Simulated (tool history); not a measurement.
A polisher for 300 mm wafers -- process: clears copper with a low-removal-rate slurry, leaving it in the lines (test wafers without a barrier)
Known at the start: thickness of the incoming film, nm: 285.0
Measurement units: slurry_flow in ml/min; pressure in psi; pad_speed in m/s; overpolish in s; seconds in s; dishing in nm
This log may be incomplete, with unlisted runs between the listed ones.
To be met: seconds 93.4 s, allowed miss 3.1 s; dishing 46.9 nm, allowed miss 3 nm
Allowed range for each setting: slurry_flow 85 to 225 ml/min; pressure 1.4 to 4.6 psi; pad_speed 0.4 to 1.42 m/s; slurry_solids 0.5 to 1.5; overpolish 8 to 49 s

run	day	slurry_flow	pressure	pad_speed	slurry_solids	overpolish	seconds	dishing
1	0	145	3	0.9	1	25	114.04	38.828
2	0.171	145	3	1.06	1	25	99.368	42.404
3	0.533	145	3	0.88	1	25	117.03	37.579
4	0.675	150	3.1	0.88	1	25	112.68	38.553
5	0.975	150	3.1	0.88	1	31	112.65	46.905
6	1.096	155	3.2	0.88	1	30	109.73	47.092
7	1.204	155	3.3	0.88	1	29	107.79	45.334
8	1.558	155	3.4	0.88	1	29	104.24	48.105
# day 1.721: slurry nozzle cleaned
9	1.721	155	3.4	0.88	1	28	99.925	46.031

5 candidate next runs follow, results not yet known. Just one meets every target within its allowed miss. Identify it.
A	1.883	170	3.5	0.86	0.95	30	?	?
B	1.883	135	3.1	0.86	1.1	33	?	?
C	1.883	145	3.3	0.92	0.95	30	?	?
D	1.883	100	3.2	1.06	1.1	27	?	?
E	1.883	150	3.9	0.68	1.05	29	?	?

move	seconds	dishing
A	98.281	47.904
B	109.81	46.815
C	100.1	47
D	92.873	45.817
E	109.64	43.324
A: nearer than the last run, and not there yet
B: misses by more than the last run did
C: neither nearer nor further off than the last run
D: hits every target within its allowed miss
E: misses by more than the last run did
Go with D: it meets all targets.

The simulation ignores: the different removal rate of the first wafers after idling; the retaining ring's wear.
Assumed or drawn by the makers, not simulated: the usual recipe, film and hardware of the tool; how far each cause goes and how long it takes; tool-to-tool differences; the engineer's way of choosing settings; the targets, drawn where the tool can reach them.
